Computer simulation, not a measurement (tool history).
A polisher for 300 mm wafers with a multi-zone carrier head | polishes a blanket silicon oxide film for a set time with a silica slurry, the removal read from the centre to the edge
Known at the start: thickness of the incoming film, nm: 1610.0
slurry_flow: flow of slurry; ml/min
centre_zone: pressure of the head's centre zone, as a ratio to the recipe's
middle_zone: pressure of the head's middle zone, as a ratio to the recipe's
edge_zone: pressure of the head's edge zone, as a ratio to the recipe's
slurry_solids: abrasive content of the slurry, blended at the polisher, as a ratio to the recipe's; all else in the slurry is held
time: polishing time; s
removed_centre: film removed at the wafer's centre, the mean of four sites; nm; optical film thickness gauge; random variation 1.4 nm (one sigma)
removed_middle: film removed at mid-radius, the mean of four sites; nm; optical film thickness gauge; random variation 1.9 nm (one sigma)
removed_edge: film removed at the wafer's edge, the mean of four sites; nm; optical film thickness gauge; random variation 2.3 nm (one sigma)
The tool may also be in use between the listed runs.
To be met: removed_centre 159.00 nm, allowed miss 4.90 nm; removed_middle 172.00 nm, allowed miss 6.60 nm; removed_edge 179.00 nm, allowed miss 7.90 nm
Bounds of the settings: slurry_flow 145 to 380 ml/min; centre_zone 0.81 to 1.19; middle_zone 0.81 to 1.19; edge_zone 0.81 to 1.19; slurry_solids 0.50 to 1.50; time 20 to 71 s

| run | day | slurry_flow | centre_zone | middle_zone | edge_zone | slurry_solids | time | removed_centre | removed_middle | removed_edge |
|---|---|---|---|---|---|---|---|---|---|---|
| 1 | 0.000 | 245 | 1.00 | 1.00 | 1.00 | 1.00 | 45 | 242.92 | 237.62 | 241.95 |
| 2 | 0.279 | 245 | 1.04 | 1.00 | 1.00 | 1.00 | 45 | 250.27 | 236.58 | 238.45 |
| 3 | 0.525 | 245 | 1.04 | 1.00 | 1.00 | 1.00 | 40 | 220.64 | 206.69 | 214.23 |
| 4 | 0.625 | 240 | 1.00 | 0.99 | 0.98 | 0.95 | 40 | 205.69 | 202.51 | 199.93 |
| 5 | 0.671 | 240 | 1.00 | 0.94 | 0.98 | 0.95 | 40 | 207.31 | 198.51 | 208.13 |
| 6 | 0.975 | 240 | 1.00 | 0.94 | 0.93 | 0.95 | 40 | 204.29 | 201.01 | 204.35 |
| 7 | 1.050 | 235 | 0.97 | 0.92 | 0.93 | 0.90 | 40 | 196.96 | 185.73 | 197.22 |
| 8 | 1.200 | 230 | 0.94 | 0.93 | 0.94 | 0.90 | 40 | 187.97 | 189.34 | 196.41 |

5 next moves are on the table. One of them brings every result within its allowed miss. Which?
| A | 1.350 | 150 | 0.88 | 0.92 | 0.92 | 0.95 | 37 | ? | ? | ? |
| B | 1.350 | 240 | 1.19 | 0.97 | 0.83 | 1.00 | 38 | ? | ? | ? |
| C | 1.350 | 335 | 1.03 | 0.81 | 1.01 | 1.10 | 34 | ? | ? | ? |
| D | 1.350 | 225 | 0.86 | 0.91 | 0.89 | 1.25 | 40 | ? | ? | ? |
| E | 1.350 | 240 | 0.81 | 0.81 | 1.12 | 1.00 | 38 | ? | ? | ? |

| move | removed_centre | removed_middle | removed_edge |
|---|---|---|---|
| A | 157.85 | 168.76 | 180.38 |
| B | 236.16 | 192.93 | 188.66 |
| C | 197.63 | 167.24 | 196.56 |
| D | 197.49 | 213.29 | 223.26 |
| E | 162.78 | 174.36 | 216.68 |
A: meets every target
B: further off than the last run
C: further off than the last run
D: further off than the last run
E: brings the result that was furthest off to its target, and leaves another outside
Answer: A
